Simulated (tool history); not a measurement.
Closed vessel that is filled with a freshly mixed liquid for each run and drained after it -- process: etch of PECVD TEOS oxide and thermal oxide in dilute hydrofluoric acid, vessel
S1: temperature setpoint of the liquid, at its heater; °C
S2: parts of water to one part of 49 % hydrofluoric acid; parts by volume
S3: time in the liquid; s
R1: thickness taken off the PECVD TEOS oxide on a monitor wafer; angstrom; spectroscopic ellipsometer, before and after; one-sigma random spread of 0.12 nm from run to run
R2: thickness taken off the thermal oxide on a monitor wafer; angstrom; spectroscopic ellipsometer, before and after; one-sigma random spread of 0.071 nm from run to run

| run | hour | S1 | S2 | S3 | R1 | R2 |
|---|---|---|---|---|---|---|
| 1 | 0.0 | 21 | 50 | 60 | 129.840 | 49.666 |
| 2 | 4.8 | 21 | 50 | 75 | 161.870 | 61.517 |
| 3 | 8.6 | 21 | 50 | 60 | 130.600 | 50.161 |
| 4 | 16.6 | 22 | 50 | 60 | 134.460 | 52.030 |
| 5 | 24.1 | 22 | 50 | 45 | 102.580 | 38.856 |
| 6 | 25.2 | 22 | 50 | 30 | 67.903 | 25.585 |

Predict the results of run 7:
| 7 | 32.7 | 23 | 45 | 30 | ? | ? |

Logged for run 7: R1 79.127 angstrom, R2 30.172 angstrom.

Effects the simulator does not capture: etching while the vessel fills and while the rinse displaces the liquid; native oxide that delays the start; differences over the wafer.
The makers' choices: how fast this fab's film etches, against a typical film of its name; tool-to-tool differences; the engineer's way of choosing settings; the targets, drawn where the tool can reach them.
